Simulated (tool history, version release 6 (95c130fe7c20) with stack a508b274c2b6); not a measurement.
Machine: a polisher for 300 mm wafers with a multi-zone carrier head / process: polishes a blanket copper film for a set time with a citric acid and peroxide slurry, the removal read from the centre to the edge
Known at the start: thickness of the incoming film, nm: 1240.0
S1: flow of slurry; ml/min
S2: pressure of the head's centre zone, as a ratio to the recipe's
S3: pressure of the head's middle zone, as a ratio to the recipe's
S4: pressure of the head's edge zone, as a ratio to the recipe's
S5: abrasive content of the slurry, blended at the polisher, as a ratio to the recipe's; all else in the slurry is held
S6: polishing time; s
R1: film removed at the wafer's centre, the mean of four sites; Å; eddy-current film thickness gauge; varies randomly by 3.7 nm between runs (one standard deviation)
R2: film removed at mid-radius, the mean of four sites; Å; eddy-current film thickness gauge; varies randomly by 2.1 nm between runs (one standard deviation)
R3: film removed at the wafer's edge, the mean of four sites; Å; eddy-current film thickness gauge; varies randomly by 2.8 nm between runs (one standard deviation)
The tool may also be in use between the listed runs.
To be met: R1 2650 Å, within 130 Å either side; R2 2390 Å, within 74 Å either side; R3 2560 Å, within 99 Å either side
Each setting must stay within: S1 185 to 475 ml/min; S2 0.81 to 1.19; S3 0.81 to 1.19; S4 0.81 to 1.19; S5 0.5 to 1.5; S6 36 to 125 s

run,day,S1,S2,S3,S4,S5,S6,R1,R2,R3
1,0,305,1,1,1,1,80,1657.4,1772,1773
2,0.175,305,1.03,1,1.02,1.1,83,1839.1,1900.7,1849.9
3,0.312,305,1.03,0.98,1.04,1.15,86,1893.5,1933.5,1951.5
4,0.492,305,1.03,0.98,0.96,1.15,86,1917.2,1924.4,1917.6
5,0.633,305,1.1,0.98,0.96,1.15,86,2053.9,1904.8,1889.8
6,0.767,305,1.09,0.97,0.97,1.2,89,2108.8,2003.1,2013.3
7,1.025,305,1.1,0.96,0.98,1.25,91,2273.5,2056.2,2106.1
8,1.329,305,1.1,0.96,0.99,1.3,92,2281.9,2084.3,2167.5
9,1.388,305,1.1,0.96,1,1.35,93,2305.8,2150.3,2243.9
10,1.483,305,1.11,0.96,1.01,1.4,94,2473.4,2188.8,2248.3
11,1.679,305,1.1,0.96,1.02,1.4,95,2420.6,2210.3,2278.4
12,1.8,305,1.1,0.95,1.02,1.4,96,2446.8,2232.5,2298.6

Pick the move, out of 4, that brings all results within their allowed miss; only one does.
A,1.921,285,1.08,0.81,1.17,1.2,105,?,?,?
B,1.921,315,1.18,1.01,1.04,1.35,96,?,?,?
C,1.921,310,0.99,0.97,1.03,1.35,106,?,?,?
D,1.921,275,1.09,0.92,1.03,1.35,107,?,?,?

move,R1,R2,R3
A,2437.2,2094,2583.1
B,2542.7,2273.3,2324.2
C,2347.9,2446.7,2553.5
D,2572.3,2358.9,2552.7
A: corrects the largest miss of the last run, while another result sits out of spec
B: closes in on the targets versus the last run, not all within tolerance yet
C: corrects the largest miss of the last run, while another result sits out of spec
D: hits every target within its allowed miss
The right move is D.
